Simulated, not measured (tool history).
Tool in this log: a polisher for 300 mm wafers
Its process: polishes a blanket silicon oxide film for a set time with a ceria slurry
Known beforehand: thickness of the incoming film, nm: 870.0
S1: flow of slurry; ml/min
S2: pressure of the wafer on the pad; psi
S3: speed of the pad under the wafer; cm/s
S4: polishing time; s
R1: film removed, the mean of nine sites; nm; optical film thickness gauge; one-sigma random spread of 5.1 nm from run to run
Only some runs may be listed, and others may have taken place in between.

run	hour	S1	S2	S3	S4	R1
1	0	120	3.8	140	56	473.39
2	8.8	120	3.8	140	56	472.39
3	13.6	120	3.8	140	59	495.1
4	14.6	130	4.1	140	59	550.73
5	21.1	130	4.9	140	59	638.73
6	26.4	140	5	140	59	669.14
7	28.3	145	5.1	140	59	684.89

Run 8 comes next. What will it give?
8	34.6	150	5.2	140	59	?

For run 8 the tool returned R1 704.34 nm.
